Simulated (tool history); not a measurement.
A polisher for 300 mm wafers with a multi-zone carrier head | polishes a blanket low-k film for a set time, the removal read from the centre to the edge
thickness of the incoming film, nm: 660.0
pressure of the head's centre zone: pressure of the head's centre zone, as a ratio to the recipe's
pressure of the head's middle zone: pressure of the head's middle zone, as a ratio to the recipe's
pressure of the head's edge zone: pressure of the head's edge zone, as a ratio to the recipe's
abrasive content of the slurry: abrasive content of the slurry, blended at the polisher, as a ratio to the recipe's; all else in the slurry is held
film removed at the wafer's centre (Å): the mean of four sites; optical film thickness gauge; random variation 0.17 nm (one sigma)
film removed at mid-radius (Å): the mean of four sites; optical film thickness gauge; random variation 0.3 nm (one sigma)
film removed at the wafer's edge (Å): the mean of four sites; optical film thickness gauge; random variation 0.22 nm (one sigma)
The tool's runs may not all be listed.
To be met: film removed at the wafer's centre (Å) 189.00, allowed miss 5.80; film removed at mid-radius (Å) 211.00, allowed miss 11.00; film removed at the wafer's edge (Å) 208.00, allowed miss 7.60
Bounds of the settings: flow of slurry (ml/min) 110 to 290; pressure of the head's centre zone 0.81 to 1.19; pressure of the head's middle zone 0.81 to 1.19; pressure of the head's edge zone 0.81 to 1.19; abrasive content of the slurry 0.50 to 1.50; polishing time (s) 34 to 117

run    day  flow of slurry (ml/min)  pressure of the head's centre zone  pressure of the head's middle zone  pressure of the head's edge zone  abrasive content of the slurry  polishing time (s)  film removed at the wafer's centre (Å)  film removed at mid-radius (Å)  film removed at the wafer's edge (Å)
  1  0.000                      185                                1.00                                1.00                              1.00                            1.00                  75                                  264.52                          261.06                                267.22
  2  0.067                      185                                1.00                                1.00                              1.00                            1.00                  85                                  300.75                          305.26                                305.79
  3  0.412                      180                                0.98                                0.99                              0.98                            0.90                  84                                  276.26                          286.08                                289.61
  4  0.662                      180                                0.97                                0.99                              0.97                            0.85                  82                                  260.68                          271.34                                274.60
  5  0.779                      180                                0.97                                0.99                              0.97                            0.65                  82                                  237.62                          248.90                                250.60
  6  1.046                      180                                0.97                                0.99                              0.92                            0.65                  82                                  239.61                          248.18                                241.51
  7  1.183                      175                                0.95                                0.98                              0.91                            0.65                  82                                  236.23                          249.40                                242.18
  8  1.404                      170                                0.94                                0.97                              0.90                            0.65                  81                                  226.09                          230.77                                236.63
  9  1.517                      165                                0.93                                0.98                              0.89                            0.65                  81                                  222.87                          238.76                                241.36
 10  1.688                      170                                0.92                                0.98                              0.88                            0.65                  80                                  221.63                          234.51                                239.64
 11  1.767                      165                                0.92                                0.99                              0.87                            0.65                  79                                  213.80                          231.29                                227.75
 12  1.867                      120                                0.86                                0.95                              0.82                            0.60                  79                                  180.02                          206.47                                211.73

5 next moves are on the table. One of them brings every result within its allowed miss. Which?
  A  1.967                      130                                0.96                                0.99                              0.81                            0.55                  80                                       ?                               ?                                     ?
  B  1.967                      170                                0.92                                1.02                              0.91                            0.90                  62                                       ?                               ?                                     ?
  C  1.967                      160                                1.00                                0.94                              0.91                            0.55                  68                                       ?                               ?                                     ?
  D  1.967                      120                                0.92                                0.87                              0.83                            0.60                  78                                       ?                               ?                                     ?
  E  1.967                      115                                0.97                                1.08                              0.81                            0.60                  75                                       ?                               ?                                     ?

move  film removed at the wafer's centre (Å)  film removed at mid-radius (Å)  film removed at the wafer's edge (Å)
   A                                  204.23                          213.24                                209.97
   B                                  192.32                          213.32                                206.86
   C                                  190.73                          181.88                                189.81
   D                                  191.65                          188.30                                209.31
   E                                  191.93                          214.39                                197.90
A: takes the result that was furthest off past its target
B: meets every target
C: brings the result that was furthest off to its target, and leaves another outside
D: brings the result that was furthest off to its target, and leaves another outside
E: brings the result that was furthest off to its target, and leaves another outside
The right move is B.
